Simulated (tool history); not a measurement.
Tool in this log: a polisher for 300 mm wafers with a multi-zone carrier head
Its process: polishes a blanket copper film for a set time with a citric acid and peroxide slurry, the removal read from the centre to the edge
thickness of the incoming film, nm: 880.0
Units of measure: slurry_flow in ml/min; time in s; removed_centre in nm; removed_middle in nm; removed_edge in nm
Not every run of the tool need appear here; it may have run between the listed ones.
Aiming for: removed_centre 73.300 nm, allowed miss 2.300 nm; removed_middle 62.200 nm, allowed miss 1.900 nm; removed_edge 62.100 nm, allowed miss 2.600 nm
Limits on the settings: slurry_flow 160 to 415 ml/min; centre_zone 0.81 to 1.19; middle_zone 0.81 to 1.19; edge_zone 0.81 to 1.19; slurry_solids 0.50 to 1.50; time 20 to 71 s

run 1 hour=0.0 | slurry_flow=265 centre_zone=1.00 middle_zone=1.00 edge_zone=1.00 slurry_solids=1.00 time=45 | removed_centre=79.476 removed_middle=78.647 removed_edge=76.776
run 2 hour=6.0 | slurry_flow=265 centre_zone=1.00 middle_zone=1.07 edge_zone=1.00 slurry_solids=1.00 time=45 | removed_centre=80.477 removed_middle=82.142 removed_edge=78.769
run 3 hour=8.5 | slurry_flow=265 centre_zone=1.00 middle_zone=1.07 edge_zone=0.93 slurry_solids=1.00 time=45 | removed_centre=78.912 removed_middle=82.920 removed_edge=76.167
run 4 hour=17.4 | slurry_flow=260 centre_zone=1.01 middle_zone=1.03 edge_zone=0.92 slurry_solids=0.90 time=45 | removed_centre=78.304 removed_middle=77.905 removed_edge=72.523
run 5 hour=18.4 | slurry_flow=255 centre_zone=1.01 middle_zone=0.99 edge_zone=0.91 slurry_solids=0.85 time=45 | removed_centre=77.394 removed_middle=74.213 removed_edge=71.425
run 6 hour=20.2 | slurry_flow=255 centre_zone=1.01 middle_zone=0.97 edge_zone=0.90 slurry_solids=0.80 time=45 | removed_centre=74.755 removed_middle=72.695 removed_edge=70.837
run 7 hour=24.7 | slurry_flow=250 centre_zone=1.03 middle_zone=0.96 edge_zone=0.89 slurry_solids=0.75 time=45 | removed_centre=73.817 removed_middle=69.113 removed_edge=69.005
run 8 hour=28.9 | slurry_flow=250 centre_zone=1.05 middle_zone=0.96 edge_zone=0.88 slurry_solids=0.75 time=45 | removed_centre=77.580 removed_middle=71.514 removed_edge=68.058
run 9 hour=30.0 | slurry_flow=245 centre_zone=1.05 middle_zone=0.94 edge_zone=0.87 slurry_solids=0.75 time=45 | removed_centre=75.211 removed_middle=69.600 removed_edge=68.746
run 10 hour=31.0 | slurry_flow=245 centre_zone=1.06 middle_zone=0.93 edge_zone=0.87 slurry_solids=0.70 time=45 | removed_centre=74.375 removed_middle=67.560 removed_edge=66.967
run 11 hour=32.9 | slurry_flow=245 centre_zone=1.06 middle_zone=0.93 edge_zone=0.87 slurry_solids=0.70 time=45 | removed_centre=74.625 removed_middle=67.809 removed_edge=66.233

Which one of the following 4 next-run settings gets every result inside its allowed miss? There is exactly one.
run A hour=34.8 | slurry_flow=175 centre_zone=1.13 middle_zone=0.91 edge_zone=0.84 slurry_solids=0.75 time=43 | removed_centre=? removed_middle=? removed_edge=?
run B hour=34.8 | slurry_flow=240 centre_zone=1.05 middle_zone=1.00 edge_zone=0.87 slurry_solids=0.70 time=47 | removed_centre=? removed_middle=? removed_edge=?
run C hour=34.8 | slurry_flow=165 centre_zone=1.04 middle_zone=1.11 edge_zone=0.81 slurry_solids=0.60 time=49 | removed_centre=? removed_middle=? removed_edge=?
run D hour=34.8 | slurry_flow=230 centre_zone=1.04 middle_zone=1.15 edge_zone=0.81 slurry_solids=0.65 time=46 | removed_centre=? removed_middle=? removed_edge=?

move=A removed_centre=73.421 removed_middle=61.824 removed_edge=61.372
move=B removed_centre=77.587 removed_middle=73.594 removed_edge=69.040
move=C removed_centre=72.059 removed_middle=74.213 removed_edge=63.879
move=D removed_centre=73.311 removed_middle=76.835 removed_edge=63.713
A: each result inside its tolerance
B: the biggest miss grows against the last run
C: the biggest miss grows against the last run
D: the biggest miss grows against the last run
So the answer is move A, the one that meets all the targets.
